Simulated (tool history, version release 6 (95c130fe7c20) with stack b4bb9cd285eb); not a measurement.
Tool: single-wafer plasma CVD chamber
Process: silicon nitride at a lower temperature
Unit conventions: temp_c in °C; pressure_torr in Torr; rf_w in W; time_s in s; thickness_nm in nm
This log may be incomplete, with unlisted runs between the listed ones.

{"run": 1, "hour": 0.0, "temp_c": 335, "pressure_torr": 1.33, "rf_w": 290, "time_s": 13.3, "thickness_nm": 14.545}
{"run": 2, "hour": 0.6, "temp_c": 335, "pressure_torr": 1.33, "rf_w": 290, "time_s": 13.3, "thickness_nm": 14.514}
{"run": 3, "hour": 1.3, "temp_c": 335, "pressure_torr": 1.28, "rf_w": 290, "time_s": 13.3, "thickness_nm": 14.329}
{"run": 4, "hour": 5.3, "temp_c": 335, "pressure_torr": 1.28, "rf_w": 315, "time_s": 13.3, "thickness_nm": 14.886}
{"run": 5, "hour": 10.1, "temp_c": 335, "pressure_torr": 1.22, "rf_w": 310, "time_s": 13.3, "thickness_nm": 14.443}
{"run": 6, "hour": 14.8, "temp_c": 335, "pressure_torr": 1.18, "rf_w": 310, "time_s": 13.3, "thickness_nm": 14.275}
{"run": 7, "hour": 19.6, "temp_c": 335, "pressure_torr": 1.14, "rf_w": 310, "time_s": 13.3, "thickness_nm": 13.988}
{"run": 8, "hour": 21.4, "temp_c": 335, "pressure_torr": 1.11, "rf_w": 310, "time_s": 13.3, "thickness_nm": 13.737}

For run 9, what comes out?
{"run": 9, "hour": 28.3, "temp_c": 335, "pressure_torr": 1.09, "rf_w": 310, "time_s": 13.3, "thickness_nm": "?"}

Run 9 gave thickness_nm 13.711 nm.

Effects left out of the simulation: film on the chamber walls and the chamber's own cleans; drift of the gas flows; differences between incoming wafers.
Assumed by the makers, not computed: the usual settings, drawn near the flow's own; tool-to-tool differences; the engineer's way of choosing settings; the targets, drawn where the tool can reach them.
